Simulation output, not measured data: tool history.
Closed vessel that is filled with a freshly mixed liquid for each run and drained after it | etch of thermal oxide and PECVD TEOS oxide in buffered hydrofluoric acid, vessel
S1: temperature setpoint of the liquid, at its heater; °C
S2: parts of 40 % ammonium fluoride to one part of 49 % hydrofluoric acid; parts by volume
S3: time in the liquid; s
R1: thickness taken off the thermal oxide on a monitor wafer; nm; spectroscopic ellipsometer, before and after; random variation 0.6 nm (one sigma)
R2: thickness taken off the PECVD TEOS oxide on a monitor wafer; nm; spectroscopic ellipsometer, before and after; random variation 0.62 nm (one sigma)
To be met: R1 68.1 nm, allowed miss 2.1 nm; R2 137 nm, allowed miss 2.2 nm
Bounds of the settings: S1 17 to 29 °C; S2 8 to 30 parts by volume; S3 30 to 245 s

{"run": 1, "hour": 0.0, "S1": 21, "S2": 22.5, "S3": 125, "R1": 53.151, "R2": 108.13}
{"run": 2, "hour": 1.5, "S1": 22, "S2": 22.5, "S3": 125, "R1": 56.241, "R2": 114.18}
{"run": 3, "hour": 2.6, "S1": 19.5, "S2": 22.5, "S3": 125, "R1": 49.517, "R2": 99.932}
{"run": 4, "hour": 9.2, "S1": 20.5, "S2": 22.5, "S3": 125, "R1": 52.45, "R2": 104.92}
{"run": 5, "hour": 12.7, "S1": 21.5, "S2": 22.5, "S3": 125, "R1": 55.669, "R2": 111.15}
{"run": 6, "hour": 15.3, "S1": 21.5, "S2": 25.5, "S3": 125, "R1": 50.341, "R2": 101.68}
{"run": 7, "hour": 23.4, "S1": 22.5, "S2": 25.5, "S3": 125, "R1": 52.797, "R2": 107.59}
{"run": 8, "hour": 24.7, "S1": 23.5, "S2": 25.5, "S3": 125, "R1": 56.819, "R2": 114.18}
{"run": 9, "hour": 25.3, "S1": 24, "S2": 25.5, "S3": 125, "R1": 58.138, "R2": 117.15}
{"run": 10, "hour": 26.2, "S1": 27.5, "S2": 25.5, "S3": 125, "R1": 70.482, "R2": 142.03}

Which of these 5 next moves meets every target?
{"run": "A", "hour": 27.1, "S1": 29, "S2": 16.5, "S3": 85, "R1": "?", "R2": "?"}
{"run": "B", "hour": 27.1, "S1": 25, "S2": 30, "S3": 155, "R1": "?", "R2": "?"}
{"run": "C", "hour": 27.1, "S1": 29, "S2": 14.5, "S3": 75, "R1": "?", "R2": "?"}
{"run": "D", "hour": 27.1, "S1": 28.5, "S2": 29, "S3": 130, "R1": "?", "R2": "?"}
{"run": "E", "hour": 27.1, "S1": 29, "S2": 29, "S3": 125, "R1": "?", "R2": "?"}

move=A R1=73.228 R2=148.93
move=B R1=67.464 R2=137.21
move=C R1=73.345 R2=149.17
move=D R1=70.004 R2=142.37
move=E R1=69.138 R2=140.61
A: further off than the last run
B: meets every target
C: further off than the last run
D: further off than the last run
E: nearer than the last run, and not there yet
Move B is the one to make.
